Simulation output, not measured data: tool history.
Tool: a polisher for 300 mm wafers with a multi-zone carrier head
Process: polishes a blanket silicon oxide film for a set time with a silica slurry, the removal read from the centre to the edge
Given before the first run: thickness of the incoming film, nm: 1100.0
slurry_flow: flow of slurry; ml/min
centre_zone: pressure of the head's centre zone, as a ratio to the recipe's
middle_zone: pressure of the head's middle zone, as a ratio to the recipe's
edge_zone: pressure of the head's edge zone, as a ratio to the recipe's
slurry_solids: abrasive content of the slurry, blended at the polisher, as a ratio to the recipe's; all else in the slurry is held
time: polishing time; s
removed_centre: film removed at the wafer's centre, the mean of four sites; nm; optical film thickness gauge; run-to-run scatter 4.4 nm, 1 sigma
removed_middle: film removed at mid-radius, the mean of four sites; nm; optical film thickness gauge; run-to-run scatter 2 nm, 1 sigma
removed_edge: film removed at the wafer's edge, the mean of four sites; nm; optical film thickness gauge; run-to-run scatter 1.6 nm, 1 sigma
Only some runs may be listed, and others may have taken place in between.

{"run": 1, "hour": 0.0, "slurry_flow": 155, "centre_zone": 1, "middle_zone": 1, "edge_zone": 1, "slurry_solids": 1, "time": 49, "removed_centre": 203.26, "removed_middle": 185.42, "removed_edge": 183.45}
{"run": 2, "hour": 0.8, "slurry_flow": 170, "centre_zone": 1.04, "middle_zone": 1.02, "edge_zone": 1.05, "slurry_solids": 1.15, "time": 49, "removed_centre": 228.1, "removed_middle": 202.74, "removed_edge": 203.92}
{"run": 3, "hour": 2.5, "slurry_flow": 185, "centre_zone": 1.08, "middle_zone": 1.04, "edge_zone": 1.08, "slurry_solids": 1.25, "time": 49, "removed_centre": 242.58, "removed_middle": 220.68, "removed_edge": 215.94}
{"run": 4, "hour": 4.9, "slurry_flow": 185, "centre_zone": 1.08, "middle_zone": 1.04, "edge_zone": 1.12, "slurry_solids": 1.25, "time": 49, "removed_centre": 243.42, "removed_middle": 220.05, "removed_edge": 219.63}
{"run": 5, "hour": 8.7, "slurry_flow": 195, "centre_zone": 1.12, "middle_zone": 1.03, "edge_zone": 1.12, "slurry_solids": 1.35, "time": 50, "removed_centre": 263.87, "removed_middle": 233.23, "removed_edge": 231.55}
{"run": 6, "hour": 13.6, "slurry_flow": 195, "centre_zone": 1.12, "middle_zone": 1.03, "edge_zone": 1.12, "slurry_solids": 1.35, "time": 40, "removed_centre": 215.79, "removed_middle": 186.7, "removed_edge": 185.97}

Run 7 comes next. What will it give?
{"run": 7, "hour": 14.2, "slurry_flow": 200, "centre_zone": 1.14, "middle_zone": 1.02, "edge_zone": 1.12, "slurry_solids": 1.4, "time": 45, "removed_centre": "?", "removed_middle": "?", "removed_edge": "?"}

Run 7 measured removed_centre 236.99 nm, removed_middle 208.19 nm, removed_edge 211.97 nm.

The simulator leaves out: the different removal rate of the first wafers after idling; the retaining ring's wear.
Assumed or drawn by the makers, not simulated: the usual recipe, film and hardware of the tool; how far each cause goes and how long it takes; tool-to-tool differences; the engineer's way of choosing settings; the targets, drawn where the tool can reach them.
